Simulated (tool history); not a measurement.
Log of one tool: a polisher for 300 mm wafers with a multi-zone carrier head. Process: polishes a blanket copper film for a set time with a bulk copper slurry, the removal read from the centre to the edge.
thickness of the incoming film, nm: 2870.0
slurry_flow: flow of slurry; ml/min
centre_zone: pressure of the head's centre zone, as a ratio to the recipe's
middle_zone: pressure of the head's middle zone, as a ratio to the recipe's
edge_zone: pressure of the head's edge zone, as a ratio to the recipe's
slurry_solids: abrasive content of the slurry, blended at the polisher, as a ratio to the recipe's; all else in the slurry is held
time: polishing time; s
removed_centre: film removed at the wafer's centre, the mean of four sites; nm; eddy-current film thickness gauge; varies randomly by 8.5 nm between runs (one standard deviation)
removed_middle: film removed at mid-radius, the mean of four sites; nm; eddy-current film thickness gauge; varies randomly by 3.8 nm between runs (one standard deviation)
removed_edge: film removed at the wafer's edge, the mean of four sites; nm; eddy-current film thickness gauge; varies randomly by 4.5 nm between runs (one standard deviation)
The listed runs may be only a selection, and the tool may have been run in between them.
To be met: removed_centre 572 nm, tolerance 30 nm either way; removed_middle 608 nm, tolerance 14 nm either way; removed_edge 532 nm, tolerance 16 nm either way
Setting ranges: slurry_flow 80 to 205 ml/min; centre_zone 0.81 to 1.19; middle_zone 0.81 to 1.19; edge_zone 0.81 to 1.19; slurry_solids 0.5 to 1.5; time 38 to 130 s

run 1 hour=0 | slurry_flow=135 centre_zone=1 middle_zone=1 edge_zone=1 slurry_solids=1 time=84 | removed_centre=410.33 removed_middle=411.15 removed_edge=408.37
run 2 hour=1.4 | slurry_flow=140 centre_zone=1.01 middle_zone=1.02 edge_zone=1.02 slurry_solids=1.05 time=85 | removed_centre=427.01 removed_middle=425.73 removed_edge=415.56
run 3 hour=3.1 | slurry_flow=145 centre_zone=1.01 middle_zone=1.04 edge_zone=1.03 slurry_solids=1.1 time=87 | removed_centre=431.46 removed_middle=452.51 removed_edge=439.12
run 4 hour=8.7 | slurry_flow=145 centre_zone=1.01 middle_zone=1.04 edge_zone=1.03 slurry_solids=1.1 time=99 | removed_centre=504.04 removed_middle=514.63 removed_edge=497.8
run 5 hour=12.9 | slurry_flow=145 centre_zone=0.96 middle_zone=1.04 edge_zone=1.03 slurry_solids=1.1 time=99 | removed_centre=480.1 removed_middle=525.2 removed_edge=497.39
run 6 hour=14.6 | slurry_flow=170 centre_zone=0.96 middle_zone=1.04 edge_zone=1.03 slurry_solids=1.1 time=99 | removed_centre=504.08 removed_middle=535.06 removed_edge=507.1
run 7 hour=16.4 | slurry_flow=175 centre_zone=0.97 middle_zone=1.05 edge_zone=1.03 slurry_solids=1.1 time=99 | removed_centre=517.57 removed_middle=538.36 removed_edge=512.98
run 8 hour=19 | slurry_flow=180 centre_zone=0.98 middle_zone=1.06 edge_zone=1.03 slurry_solids=1.1 time=99 | removed_centre=519.15 removed_middle=541.24 removed_edge=518.81
run 9 hour=23 | slurry_flow=180 centre_zone=0.99 middle_zone=1.07 edge_zone=1.02 slurry_solids=1.1 time=99 | removed_centre=511.25 removed_middle=554.82 removed_edge=518.5
run 10 hour=25.9 | slurry_flow=185 centre_zone=1.01 middle_zone=1.07 edge_zone=1 slurry_solids=1.1 time=99 | removed_centre=529.38 removed_middle=556.89 removed_edge=512.55

5 next moves are on the table. One of them brings every result within its allowed miss. Which?
run A hour=28.8 | slurry_flow=180 centre_zone=1.06 middle_zone=0.91 edge_zone=0.99 slurry_solids=1.15 time=108 | removed_centre=? removed_middle=? removed_edge=?
run B hour=28.8 | slurry_flow=205 centre_zone=0.91 middle_zone=1.13 edge_zone=0.89 slurry_solids=1.25 time=99 | removed_centre=? removed_middle=? removed_edge=?
run C hour=28.8 | slurry_flow=185 centre_zone=0.97 middle_zone=1.08 edge_zone=0.97 slurry_solids=1.15 time=100 | removed_centre=? removed_middle=? removed_edge=?
run D hour=28.8 | slurry_flow=180 centre_zone=0.99 middle_zone=1.06 edge_zone=0.88 slurry_solids=1.35 time=106 | removed_centre=? removed_middle=? removed_edge=?
run E hour=28.8 | slurry_flow=205 centre_zone=1.07 middle_zone=1.07 edge_zone=0.87 slurry_solids=0.95 time=105 | removed_centre=? removed_middle=? removed_edge=?

move=A removed_centre=604.4 removed_middle=533.19 removed_edge=551.92
move=B removed_centre=505.6 removed_middle=608.36 removed_edge=496.6
move=C removed_centre=521.84 removed_middle=573.2 removed_edge=507.04
move=D removed_centre=576.16 removed_middle=612.54 removed_edge=529.12
move=E removed_centre=587.4 removed_middle=587.12 removed_edge=498.24
A: misses by more than the last run did
B: corrects the largest miss of the last run, while another result sits out of spec
C: nearer than the last run, and not there yet
D: every result within its allowed miss
E: nearer than the last run, and not there yet
Correct choice: D, which meets every target
